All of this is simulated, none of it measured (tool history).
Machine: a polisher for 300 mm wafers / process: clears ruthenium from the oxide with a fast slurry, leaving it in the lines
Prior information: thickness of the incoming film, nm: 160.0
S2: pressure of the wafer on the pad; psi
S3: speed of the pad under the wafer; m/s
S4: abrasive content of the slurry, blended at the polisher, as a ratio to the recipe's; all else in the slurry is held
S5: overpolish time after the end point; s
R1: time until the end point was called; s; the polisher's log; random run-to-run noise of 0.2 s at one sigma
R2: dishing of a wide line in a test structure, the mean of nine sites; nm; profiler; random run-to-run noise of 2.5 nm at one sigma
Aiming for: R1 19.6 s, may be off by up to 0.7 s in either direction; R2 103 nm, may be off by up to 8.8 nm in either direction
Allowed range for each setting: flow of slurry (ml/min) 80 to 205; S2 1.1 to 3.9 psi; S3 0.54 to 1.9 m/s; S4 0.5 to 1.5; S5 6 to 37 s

{"run": 1, "hour": 0.0, "flow of slurry (ml/min)": 135, "S2": 2.5, "S3": 1.22, "S4": 1, "S5": 19, "R1": 30.539, "R2": 71.212}
{"run": 2, "hour": 1.4, "flow of slurry (ml/min)": 135, "S2": 2.5, "S3": 0.96, "S4": 1, "S5": 19, "R1": 38.275, "R2": 60.533}
{"run": 3, "hour": 2.4, "flow of slurry (ml/min)": 140, "S2": 2.8, "S3": 0.98, "S4": 1, "S5": 19, "R1": 34.676, "R2": 63.488}
{"run": 4, "hour": 10.5, "flow of slurry (ml/min)": 140, "S2": 2.8, "S3": 0.98, "S4": 1.1, "S5": 19, "R1": 33.063, "R2": 69.745}
{"run": 5, "hour": 16.3, "flow of slurry (ml/min)": 140, "S2": 3.3, "S3": 0.98, "S4": 1.1, "S5": 19, "R1": 29.489, "R2": 70.664}
{"run": 6, "hour": 23.2, "flow of slurry (ml/min)": 145, "S2": 3.4, "S3": 1.04, "S4": 1.1, "S5": 20, "R1": 27.125, "R2": 81.47}
{"run": 7, "hour": 26.0, "flow of slurry (ml/min)": 145, "S2": 3.5, "S3": 1.08, "S4": 1.1, "S5": 20, "R1": 25.438, "R2": 85.026}
{"run": 8, "hour": 30.9, "flow of slurry (ml/min)": 145, "S2": 3.6, "S3": 1.12, "S4": 1.1, "S5": 20, "R1": 24.073, "R2": 91.888}
{"run": 9, "hour": 35.4, "flow of slurry (ml/min)": 165, "S2": 3.9, "S3": 1.22, "S4": 1.1, "S5": 18, "R1": 20.8, "R2": 91.674}
{"run": 10, "hour": 40.5, "flow of slurry (ml/min)": 165, "S2": 3.9, "S3": 1.24, "S4": 1.1, "S5": 18, "R1": 20.304, "R2": 92.152}
{"run": 11, "hour": 46.6, "flow of slurry (ml/min)": 165, "S2": 3.9, "S3": 1.26, "S4": 1.1, "S5": 18, "R1": 20.107, "R2": 93.114}

Exactly one of the 5 candidate moves below puts every result within its allowed miss. Which one?
{"run": "A", "hour": 52.7, "flow of slurry (ml/min)": 140, "S2": 3.9, "S3": 1.26, "S4": 1.2, "S5": 15, "R1": "?", "R2": "?"}
{"run": "B", "hour": 52.7, "flow of slurry (ml/min)": 170, "S2": 3.9, "S3": 1.24, "S4": 1.1, "S5": 13, "R1": "?", "R2": "?"}
{"run": "C", "hour": 52.7, "flow of slurry (ml/min)": 170, "S2": 3.8, "S3": 1.32, "S4": 1.05, "S5": 14, "R1": "?", "R2": "?"}
{"run": "D", "hour": 52.7, "flow of slurry (ml/min)": 165, "S2": 3.9, "S3": 1.3, "S4": 0.9, "S5": 20, "R1": "?", "R2": "?"}
{"run": "E", "hour": 52.7, "flow of slurry (ml/min)": 195, "S2": 3.9, "S3": 1.28, "S4": 1.05, "S5": 21, "R1": "?", "R2": "?"}

move=A R1=19.722 R2=86.323
move=B R1=20.232 R2=76.72
move=C R1=19.821 R2=82.045
move=D R1=21.255 R2=99.036
move=E R1=19.68 R2=106.7
A: further off than the last run
B: further off than the last run
C: further off than the last run
D: gets the furthest-off result to its target, but another result is out of tolerance
E: hits every target within its allowed miss
Answer: E

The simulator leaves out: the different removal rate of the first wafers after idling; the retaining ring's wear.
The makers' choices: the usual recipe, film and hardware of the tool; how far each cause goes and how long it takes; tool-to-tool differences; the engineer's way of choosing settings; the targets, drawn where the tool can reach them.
